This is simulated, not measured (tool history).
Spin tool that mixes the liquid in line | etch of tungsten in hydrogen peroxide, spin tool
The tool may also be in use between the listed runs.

run,hour,temperature setpoint of the liquid (C),concentration of hydrogen peroxide in the mixed liquid (% by weight),time under the liquid (s),thickness taken off the tungsten on a monitor wafer (nm)
1,0,54,17,15,16.789
2,1.6,54,19.5,15,17.778
3,8.9,54.5,19.5,15,18.338
4,16.3,54.5,19.5,15,18.323
5,24,54.5,19.5,15,18.497
6,32.8,55,19.5,15,18.86

The next listed run, before its measurement:
7,40.7,55,19.5,15,?

thickness taken off the tungsten on a monitor wafer (nm): 19.148

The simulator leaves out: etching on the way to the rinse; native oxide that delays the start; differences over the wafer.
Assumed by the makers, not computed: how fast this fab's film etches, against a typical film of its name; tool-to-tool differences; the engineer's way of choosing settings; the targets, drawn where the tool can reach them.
